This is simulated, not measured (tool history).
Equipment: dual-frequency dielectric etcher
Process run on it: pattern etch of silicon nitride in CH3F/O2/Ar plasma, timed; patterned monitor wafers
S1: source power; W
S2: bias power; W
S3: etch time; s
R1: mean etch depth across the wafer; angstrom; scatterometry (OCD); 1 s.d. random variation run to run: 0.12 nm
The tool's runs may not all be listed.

run 1 hour=0.0 | S1=490 S2=73 S3=41.5 | R1=334.79
run 2 hour=1.7 | S1=490 S2=68 S3=41.5 | R1=324.98
run 3 hour=4.0 | S1=510 S2=69 S3=41.5 | R1=332.56
run 4 hour=10.8 | S1=510 S2=69 S3=41.5 | R1=330.79
run 5 hour=13.2 | S1=510 S2=59 S3=41.5 | R1=314.08
run 6 hour=16.0 | S1=510 S2=66 S3=41.5 | R1=327.20
run 7 hour=17.0 | S1=530 S2=67 S3=41.5 | R1=331.28
run 8 hour=23.9 | S1=550 S2=68 S3=41.5 | R1=342.00
run 9 hour=27.1 | S1=560 S2=68 S3=41.5 | R1=342.33
run 10 hour=30.4 | S1=570 S2=68 S3=41.5 | R1=345.24

For run 11, what comes out?
run 11 hour=31.3 | S1=580 S2=68 S3=41.5 | R1=?

{"run 11": {"R1": 348.73}}
